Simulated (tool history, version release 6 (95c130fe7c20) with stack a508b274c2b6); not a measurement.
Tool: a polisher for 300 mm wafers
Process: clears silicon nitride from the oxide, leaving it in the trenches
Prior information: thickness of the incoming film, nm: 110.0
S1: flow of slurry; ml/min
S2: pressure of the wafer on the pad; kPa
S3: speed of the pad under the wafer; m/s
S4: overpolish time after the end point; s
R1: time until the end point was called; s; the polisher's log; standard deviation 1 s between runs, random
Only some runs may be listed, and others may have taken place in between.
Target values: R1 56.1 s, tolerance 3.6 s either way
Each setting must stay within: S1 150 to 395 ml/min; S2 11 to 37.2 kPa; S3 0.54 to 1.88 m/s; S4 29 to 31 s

run  hour   S1    S2    S3  S4      R1
  1     0  250  24.1   1.2  29  85.945
  2   2.7  250  25.5  1.22  29  79.674
  3   9.5  250  26.9  1.22  29  74.183
  4    12  250  27.6  1.22  29  72.474
  5  20.4  250  28.3  1.22  29  73.095
  6  23.5  250  31.7  1.22  29  63.292
  7  25.6  250  32.4  1.22  29  63.038
  8  32.7  250  33.1  1.22  29  61.698
  9    37  250  33.8  1.22  29  59.299

Which one of the following 4 next-run settings gets every result inside its allowed miss? There is exactly one.
  A  41.3  290  30.3  1.44  31   ?
  B  41.3  335  31.7   1.2  31   ?
  C  41.3  265  37.2  1.38  29   ?
  D  41.3  175  30.3  1.32  31   ?

move      R1
   A  55.696
   B  63.133
   C  47.832
   D  62.637
A: all results in spec
B: its largest miss is bigger than the last run's
C: moves the result that the last run missed by most past its target, out the other side
D: its largest miss is bigger than the last run's
So the answer is move A, the one that meets all the targets.
